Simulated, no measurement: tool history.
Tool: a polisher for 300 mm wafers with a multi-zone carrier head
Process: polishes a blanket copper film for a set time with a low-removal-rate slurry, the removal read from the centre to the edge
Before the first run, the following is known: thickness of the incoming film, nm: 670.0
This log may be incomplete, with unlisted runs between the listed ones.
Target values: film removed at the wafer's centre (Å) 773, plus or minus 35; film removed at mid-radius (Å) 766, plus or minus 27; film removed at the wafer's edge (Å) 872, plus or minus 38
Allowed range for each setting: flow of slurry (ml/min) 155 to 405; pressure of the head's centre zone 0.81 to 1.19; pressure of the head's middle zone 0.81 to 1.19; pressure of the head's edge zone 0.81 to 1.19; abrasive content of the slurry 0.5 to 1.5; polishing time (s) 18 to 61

| run | hour | flow of slurry (ml/min) | pressure of the head's centre zone | pressure of the head's middle zone | pressure of the head's edge zone | abrasive content of the slurry | polishing time (s) | film removed at the wafer's centre (Å) | film removed at mid-radius (Å) | film removed at the wafer's edge (Å) |
|---|---|---|---|---|---|---|---|---|---|---|
| 1 | 0 | 260 | 1 | 1 | 1 | 1 | 39 | 1047.9 | 1062 | 1045.7 |
| 2 | 2.9 | 260 | 1 | 1 | 1 | 0.9 | 39 | 1023.2 | 1005.6 | 1022 |
| 3 | 4.8 | 260 | 1 | 1 | 1 | 1.05 | 39 | 1085.6 | 1066.9 | 1079.5 |
| 4 | 6.3 | 260 | 1 | 0.96 | 1 | 1.05 | 39 | 1054.1 | 1017.5 | 1068.4 |
| 5 | 10.2 | 260 | 1 | 0.96 | 1 | 1.05 | 33 | 885.82 | 872.25 | 902 |
| 6 | 16.1 | 255 | 0.98 | 0.93 | 1 | 1.05 | 33 | 887.26 | 851.57 | 932.89 |
| 7 | 17.6 | 255 | 0.98 | 0.93 | 1 | 1.05 | 33 | 873.7 | 847.18 | 919.06 |
| 8 | 26.1 | 255 | 0.96 | 0.92 | 0.99 | 1 | 33 | 852.11 | 820.29 | 882.12 |
| 9 | 26.7 | 250 | 0.94 | 0.91 | 1 | 1 | 33 | 831.68 | 813.09 | 879.42 |
| 10 | 32.5 | 245 | 0.92 | 0.9 | 1.01 | 1 | 33 | 807.48 | 811.4 | 905.92 |

Exactly one of the 5 candidate moves below puts every result within its allowed miss. Which one?
| A | 38.3 | 235 | 0.98 | 0.98 | 1.1 | 0.85 | 33 | ? | ? | ? |
| B | 38.3 | 370 | 1.06 | 0.91 | 1.15 | 1 | 29 | ? | ? | ? |
| C | 38.3 | 245 | 0.96 | 0.87 | 0.99 | 0.9 | 31 | ? | ? | ? |
| D | 38.3 | 235 | 0.93 | 0.92 | 1.01 | 0.95 | 29 | ? | ? | ? |
| E | 38.3 | 270 | 0.9 | 0.87 | 1.03 | 1.45 | 28 | ? | ? | ? |

| move | film removed at the wafer's centre (Å) | film removed at mid-radius (Å) | film removed at the wafer's edge (Å) |
|---|---|---|---|
| A | 818.22 | 823.06 | 872.95 |
| B | 852.96 | 742.28 | 851.04 |
| C | 769.88 | 716.47 | 796.95 |
| D | 707.59 | 712.28 | 763.81 |
| E | 762.44 | 756.77 | 856.24 |
A: moves away from the targets compared with the last run
B: corrects the largest miss of the last run, while another result sits out of spec
C: takes the result that was furthest off past its target
D: takes the result that was furthest off past its target
E: all results in spec
E meets every target.
